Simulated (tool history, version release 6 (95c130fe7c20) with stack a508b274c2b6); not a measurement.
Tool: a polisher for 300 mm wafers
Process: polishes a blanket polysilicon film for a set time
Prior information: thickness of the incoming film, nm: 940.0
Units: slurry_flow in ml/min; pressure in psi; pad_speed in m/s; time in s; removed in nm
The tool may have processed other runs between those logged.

run  hour  slurry_flow  pressure  pad_speed  time  removed
  1   0.0          155       3.3       1.22    37   381.59
  2   7.8          155       3.9       1.22    37   446.00
  3  10.1          155       3.9       1.22    39   475.81
  4  16.6          150       3.7       1.22    39   445.12
  5  22.3          145       3.6       1.22    39   429.80
  6  24.5          145       3.6       1.22    37   408.65
  7  30.6          140       3.5       1.22    37   397.59

What will run 8 give?
  8  36.0          140       3.4       1.22    37        ?

Run 8 gave removed 387.88 nm.

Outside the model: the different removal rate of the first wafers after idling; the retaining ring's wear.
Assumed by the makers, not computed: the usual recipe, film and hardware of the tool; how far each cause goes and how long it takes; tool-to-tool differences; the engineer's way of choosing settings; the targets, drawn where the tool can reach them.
